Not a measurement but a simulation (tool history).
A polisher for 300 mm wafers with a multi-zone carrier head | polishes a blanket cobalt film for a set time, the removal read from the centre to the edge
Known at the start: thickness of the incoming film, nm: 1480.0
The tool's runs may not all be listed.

run	hour	flow of slurry (ml/min)	pressure of the head's centre zone	pressure of the head's middle zone	pressure of the head's edge zone	polishing time (s)	film removed at the wafer's centre (angstrom)	film removed at mid-radius (angstrom)	film removed at the wafer's edge (angstrom)
1	0	285	1	1	1	73	4126.6	3914.9	3916.3
2	4	285	1.08	1	1	73	4459.2	4059.3	3926.4
3	11.4	285	1.08	1.06	1	73	4453.4	4139.9	3904.3
4	18.1	285	1.08	1.1	1	73	4433.1	4181.8	3963
5	24.6	285	1.08	1.05	1	73	4461.6	4113.7	3919.2
6	29.7	285	1.08	1.05	1	62	3777.4	3517.1	3314.3

Run 7 comes next. What will it give?
7	30.4	305	1.07	1.09	0.99	68	?	?	?

{"run 7": {"film removed at the wafer's centre (angstrom)": 4091.2, "film removed at mid-radius (angstrom)": 3886.5, "film removed at the wafer's edge (angstrom)": 3645.9}}

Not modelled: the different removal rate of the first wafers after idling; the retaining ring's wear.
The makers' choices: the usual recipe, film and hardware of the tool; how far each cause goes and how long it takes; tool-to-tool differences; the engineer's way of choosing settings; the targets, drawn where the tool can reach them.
